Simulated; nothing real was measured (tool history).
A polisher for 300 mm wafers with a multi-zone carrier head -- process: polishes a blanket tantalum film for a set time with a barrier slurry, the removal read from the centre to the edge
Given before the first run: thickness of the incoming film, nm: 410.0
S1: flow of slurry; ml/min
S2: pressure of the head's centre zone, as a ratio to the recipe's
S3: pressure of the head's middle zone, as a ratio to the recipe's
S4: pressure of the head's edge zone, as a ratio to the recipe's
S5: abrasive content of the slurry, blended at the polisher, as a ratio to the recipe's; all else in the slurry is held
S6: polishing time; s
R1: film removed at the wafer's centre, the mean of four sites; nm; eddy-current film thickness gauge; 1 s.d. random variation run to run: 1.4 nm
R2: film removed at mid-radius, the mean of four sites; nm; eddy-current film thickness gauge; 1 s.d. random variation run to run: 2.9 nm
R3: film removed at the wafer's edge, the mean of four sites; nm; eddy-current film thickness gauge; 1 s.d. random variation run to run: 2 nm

| run | hour | S1 | S2 | S3 | S4 | S5 | S6 | R1 | R2 | R3 |
|---|---|---|---|---|---|---|---|---|---|---|
| 1 | 0.0 | 310 | 1.00 | 1.00 | 1.00 | 1.00 | 55 | 136.16 | 132.07 | 140.55 |
| 2 | 2.6 | 310 | 1.00 | 1.00 | 1.00 | 0.85 | 55 | 132.91 | 124.34 | 132.05 |
| 3 | 10.0 | 310 | 1.00 | 1.00 | 1.06 | 0.85 | 55 | 132.04 | 130.40 | 137.79 |
| 4 | 10.7 | 310 | 1.00 | 1.00 | 0.99 | 0.85 | 55 | 132.88 | 130.38 | 133.48 |
| 5 | 12.5 | 320 | 1.02 | 1.05 | 0.98 | 1.00 | 58 | 148.33 | 143.63 | 145.75 |
| 6 | 17.2 | 325 | 1.02 | 1.09 | 0.97 | 1.15 | 60 | 158.98 | 164.39 | 154.10 |
| 7 | 19.8 | 325 | 1.04 | 1.10 | 1.01 | 1.25 | 61 | 169.28 | 173.03 | 163.27 |

Run 8 comes next. What will it give?
| 8 | 26.7 | 330 | 1.05 | 1.11 | 1.04 | 1.30 | 62 | ? | ? | ? |

{"run 8": {"R1": 174.95, "R2": 173.08, "R3": 168.96}}

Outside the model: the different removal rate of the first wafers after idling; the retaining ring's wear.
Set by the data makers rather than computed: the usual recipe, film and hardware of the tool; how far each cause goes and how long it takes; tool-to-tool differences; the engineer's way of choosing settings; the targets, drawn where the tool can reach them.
